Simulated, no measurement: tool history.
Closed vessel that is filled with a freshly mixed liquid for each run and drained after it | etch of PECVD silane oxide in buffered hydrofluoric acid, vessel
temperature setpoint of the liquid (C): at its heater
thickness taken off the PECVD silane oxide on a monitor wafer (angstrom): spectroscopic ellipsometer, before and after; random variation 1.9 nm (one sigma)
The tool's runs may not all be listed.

run  hour  temperature setpoint of the liquid (C)  parts of 40 % ammonium fluoride to one part of 49 % hydrofluoric acid (parts by volume)  time in the liquid (s)  thickness taken off the PECVD silane oxide on a monitor wafer (angstrom)
  1     0                                      20                                                                                       13                      90                                                                    1668.5
  2   5.5                                      21                                                                                       12                      90                                                                    1900.7
  3   8.4                                      21                                                                                       15                      90                                                                    1518.8
  4   9.6                                      22                                                                                     13.5                      90                                                                    1779.3
  5  18.4                                      23                                                                                     12.5                      90                                                                    2044.4
  6  24.6                                    23.5                                                                                     11.5                      90                                                                    2285.5
  7  31.5                                      24                                                                                     10.5                      90                                                                    2574.6

What will run 8 give?
  8  33.8                                      28                                                                                      6.5                      90                                                                         ?

{"run 8": {"thickness taken off the PECVD silane oxide on a monitor wafer (angstrom)": 4990.8}}
